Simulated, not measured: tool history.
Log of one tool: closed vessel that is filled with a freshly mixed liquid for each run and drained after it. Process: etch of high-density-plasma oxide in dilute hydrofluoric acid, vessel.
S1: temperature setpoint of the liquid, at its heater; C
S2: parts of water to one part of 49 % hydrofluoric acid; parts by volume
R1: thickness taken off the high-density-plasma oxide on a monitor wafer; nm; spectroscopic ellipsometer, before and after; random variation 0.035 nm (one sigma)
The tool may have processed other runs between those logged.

Run 1, day 0: S1 26 C, S2 70 parts by volume, time in the liquid (s) 70. Result: R1 5.8052 nm.
Run 2, day 0.075: S1 26 C, S2 60 parts by volume, time in the liquid (s) 70. Result: R1 6.84 nm.
Run 3, day 0.408: S1 28.5 C, S2 60 parts by volume, time in the liquid (s) 70. Result: R1 7.5632 nm.
Run 4, day 0.517: S1 28.5 C, S2 60 parts by volume, time in the liquid (s) 55. Result: R1 5.9401 nm.
Run 5, day 0.733: S1 28.5 C, S2 60 parts by volume, time in the liquid (s) 70. Result: R1 7.5538 nm.
Run 6, day 0.783: S1 28.5 C, S2 85 parts by volume, time in the liquid (s) 70. Result: R1 5.1388 nm.

Forecast run 7:
Run 7, day 0.971: S1 32.5 C, S2 85 parts by volume, time in the liquid (s) 70. Result: R1 ?.

{"run 7": {"R1": 5.9769}}

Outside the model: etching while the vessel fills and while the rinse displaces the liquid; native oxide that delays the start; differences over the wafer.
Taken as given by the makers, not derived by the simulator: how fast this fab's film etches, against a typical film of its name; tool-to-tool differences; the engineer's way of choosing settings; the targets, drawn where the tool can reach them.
